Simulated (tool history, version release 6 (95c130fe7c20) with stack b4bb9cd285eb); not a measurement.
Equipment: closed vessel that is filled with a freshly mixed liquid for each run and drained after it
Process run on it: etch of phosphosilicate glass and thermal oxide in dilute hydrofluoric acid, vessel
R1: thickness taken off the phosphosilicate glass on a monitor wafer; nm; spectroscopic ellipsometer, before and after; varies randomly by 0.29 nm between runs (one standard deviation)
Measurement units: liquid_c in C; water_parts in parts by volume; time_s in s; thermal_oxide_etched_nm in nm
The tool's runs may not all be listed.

Run 1, hour 0: liquid_c 23 C, water_parts 290 parts by volume, time_s 120 s. Result: R1 54.494 nm, thermal_oxide_etched_nm 1.4501 nm.
Run 2, hour 8.8: liquid_c 21.5 C, water_parts 290 parts by volume, time_s 120 s. Result: R1 51.93 nm, thermal_oxide_etched_nm 1.4196 nm.
Run 3, hour 16.9: liquid_c 23 C, water_parts 285 parts by volume, time_s 120 s. Result: R1 55.76 nm, thermal_oxide_etched_nm 1.4697 nm.
Run 4, hour 18.5: liquid_c 23 C, water_parts 285 parts by volume, time_s 155 s. Result: R1 72.123 nm, thermal_oxide_etched_nm 1.9185 nm.
Run 5, hour 19.1: liquid_c 23 C, water_parts 210 parts by volume, time_s 155 s. Result: R1 106.19 nm, thermal_oxide_etched_nm 2.8875 nm.
Run 6, hour 26.8: liquid_c 22 C, water_parts 225 parts by volume, time_s 155 s. Result: R1 93.632 nm, thermal_oxide_etched_nm 2.3957 nm.

What does the tool deliver on the next run?
Run 7, hour 31.3: liquid_c 21.5 C, water_parts 235 parts by volume, time_s 155 s. Result: R1 ?, thermal_oxide_etched_nm ?.

R1: 87.368 nm
thermal_oxide_etched_nm: 2.2788 nm
